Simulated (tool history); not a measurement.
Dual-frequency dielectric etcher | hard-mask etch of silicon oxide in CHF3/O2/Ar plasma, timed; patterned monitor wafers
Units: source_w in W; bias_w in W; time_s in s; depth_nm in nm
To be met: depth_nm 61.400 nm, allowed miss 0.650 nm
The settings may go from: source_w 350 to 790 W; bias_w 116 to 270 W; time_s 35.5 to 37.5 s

run    day  source_w  bias_w  time_s  depth_nm
  1  0.000       570     193    35.5    71.403
  2  0.312       570     193    35.5    71.432
  3  0.583       570     205    35.5    72.259
  4  0.825       570     205    35.5    72.272
  5  0.867       630     205    35.5    75.115
  6  1.200       630     217    35.5    76.425
  7  1.388       570     208    35.5    72.316
  8  1.608       520     205    35.5    69.080
  9  1.917       490     204    35.5    67.370
 10  2.146       460     203    35.5    65.385
 11  2.508       370     201    35.5    59.004
 12  2.808       380     201    35.5    59.984
 13  2.883       390     201    35.5    60.271
 14  3.217       390     201    35.5    60.641

5 next moves are on the table. One of them brings every result within its allowed miss. Which?
  A  3.550       360     185    37.0         ?
  B  3.550       370     157    37.5         ?
  C  3.550       350     216    36.0         ?
  D  3.550       370     213    36.5         ?
  E  3.550       370     159    37.5         ?

move  depth_nm
   A    59.909
   B    59.721
   C    59.300
   D    61.556
   E    59.852
A: further off than the last run
B: further off than the last run
C: further off than the last run
D: meets every target
E: further off than the last run
Move D is the one to make.
